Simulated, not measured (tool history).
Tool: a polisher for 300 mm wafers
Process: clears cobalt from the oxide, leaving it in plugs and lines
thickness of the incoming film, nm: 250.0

run	hour	flow of slurry (ml/min)	pressure of the wafer on the pad (kPa)	speed of the pad under the wafer (cm/s)	overpolish time after the end point (s)	time until the end point was called (s)	dishing of a wide line in a test structure (angstrom)
1	0.0	270	12.4	106	17	42.478	176.61
2	3.3	240	12.4	106	17	42.194	186.11
3	9.4	180	12.4	106	17	44.307	194.40
4	10.8	200	13.8	106	16	38.997	193.27
5	16.5	200	13.8	80	16	51.152	185.61
6	20.3	200	11.0	80	16	63.582	177.56
7	25.7	230	13.8	82	15	49.837	183.26
8	29.3	260	15.2	84	15	43.508	188.68
9	36.8	310	16.5	86	14	38.468	181.74
10	37.8	310	16.5	86	14	38.391	174.89
11	39.5	315	19.3	88	22	31.874	181.18

Run 12 comes next. What will it give?
12	40.9	310	19.3	90	22	?	?

{"run 12": {"time until the end point was called (s)": 31.122, "dishing of a wide line in a test structure (angstrom)": 194.91}}

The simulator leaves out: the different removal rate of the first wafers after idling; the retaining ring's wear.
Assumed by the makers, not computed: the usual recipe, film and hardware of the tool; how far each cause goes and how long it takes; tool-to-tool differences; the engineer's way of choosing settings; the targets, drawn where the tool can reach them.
